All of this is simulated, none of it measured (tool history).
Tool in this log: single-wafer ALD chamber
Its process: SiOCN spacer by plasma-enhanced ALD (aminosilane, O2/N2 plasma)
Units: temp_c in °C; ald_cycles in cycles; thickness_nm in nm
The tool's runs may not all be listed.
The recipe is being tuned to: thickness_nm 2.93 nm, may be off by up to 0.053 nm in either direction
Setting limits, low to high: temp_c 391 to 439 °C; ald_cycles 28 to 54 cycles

| run | day | temp_c | ald_cycles | thickness_nm |
|---|---|---|---|---|
| 1 | 0 | 415 | 41 | 2.2603 |
| 2 | 0.188 | 415 | 43 | 2.3755 |
| 3 | 0.304 | 406 | 43 | 2.4342 |
| 4 | 0.496 | 405 | 44 | 2.4847 |
| 5 | 0.567 | 404 | 45 | 2.5583 |
| 6 | 0.779 | 404 | 42 | 2.3851 |
| 7 | 0.879 | 403 | 43 | 2.4584 |
| 8 | 1.142 | 402 | 44 | 2.5052 |
| 9 | 1.379 | 401 | 45 | 2.5958 |

Which single option among these 5 for the next run brings every result within its allowed miss of target? Just one does.
| A | 1.617 | 401 | 40 | ? |
| B | 1.617 | 397 | 53 | ? |
| C | 1.617 | 401 | 51 | ? |
| D | 1.617 | 396 | 53 | ? |
| E | 1.617 | 397 | 41 | ? |

| move | thickness_nm |
|---|---|
| A | 2.2909 |
| B | 3.06 |
| C | 2.9209 |
| D | 3.06 |
| E | 2.3672 |
A: further off than the last run
B: the result that was furthest off in the last run now lies on the other side of its target
C: each result inside its tolerance
D: the result that was furthest off in the last run now lies on the other side of its target
E: further off than the last run
Go with C: it meets all targets.
